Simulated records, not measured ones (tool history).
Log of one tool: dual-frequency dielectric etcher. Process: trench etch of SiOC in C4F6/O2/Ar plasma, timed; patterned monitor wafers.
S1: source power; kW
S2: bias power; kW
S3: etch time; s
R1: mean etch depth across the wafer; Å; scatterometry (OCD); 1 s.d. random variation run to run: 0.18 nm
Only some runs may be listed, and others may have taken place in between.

Run 1, hour 0.0: S1 0.460 kW, S2 0.257 kW, S3 16.0 s. Result: R1 390.57 Å.
Run 2, hour 0.6: S1 0.400 kW, S2 0.231 kW, S3 16.0 s. Result: R1 345.17 Å.
Run 3, hour 3.3: S1 0.400 kW, S2 0.231 kW, S3 16.5 s. Result: R1 345.21 Å.
Run 4, hour 11.3: S1 0.450 kW, S2 0.231 kW, S3 16.5 s. Result: R1 379.53 Å.
Run 5, hour 17.0: S1 0.450 kW, S2 0.211 kW, S3 16.5 s. Result: R1 359.82 Å.
Run 6, hour 20.8: S1 0.410 kW, S2 0.209 kW, S3 16.5 s. Result: R1 337.76 Å.
Run 7, hour 29.0: S1 0.380 kW, S2 0.208 kW, S3 16.5 s. Result: R1 322.92 Å.

Expected results for the next run?
Run 8, hour 33.5: S1 0.360 kW, S2 0.207 kW, S3 16.5 s. Result: R1 ?.

R1: 305.99 Å
